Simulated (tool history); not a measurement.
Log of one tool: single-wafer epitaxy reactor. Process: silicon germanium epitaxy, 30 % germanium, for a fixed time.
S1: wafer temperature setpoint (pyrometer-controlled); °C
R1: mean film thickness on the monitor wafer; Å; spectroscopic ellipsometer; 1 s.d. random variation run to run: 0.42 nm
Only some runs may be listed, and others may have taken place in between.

Run 1, hour 0.0: S1 625 °C, chamber pressure (mTorr) 20300. Result: R1 906.16 Å.
Run 2, hour 5.1: S1 615 °C, chamber pressure (mTorr) 20300. Result: R1 770.34 Å.
Run 3, hour 11.9: S1 610 °C, chamber pressure (mTorr) 20300. Result: R1 711.01 Å.
Run 4, hour 13.1: S1 610 °C, chamber pressure (mTorr) 18900. Result: R1 684.69 Å.
Run 5, hour 17.9: S1 618 °C, chamber pressure (mTorr) 19100. Result: R1 779.83 Å.
Run 6, hour 20.9: S1 618 °C, chamber pressure (mTorr) 16200. Result: R1 711.62 Å.
Run 7, hour 24.1: S1 626 °C, chamber pressure (mTorr) 16400. Result: R1 803.47 Å.
Run 8, hour 28.0: S1 632 °C, chamber pressure (mTorr) 16500. Result: R1 889.63 Å.
Run 9, hour 29.7: S1 636 °C, chamber pressure (mTorr) 16600. Result: R1 945.60 Å.
Run 10, hour 32.8: S1 639 °C, chamber pressure (mTorr) 16700. Result: R1 982.85 Å.

Run 11 is up next; what results do you expect?
Run 11, hour 39.2: S1 649 °C, chamber pressure (mTorr) 17000. Result: R1 ?.

For run 11 the tool returned R1 1164.60 Å.
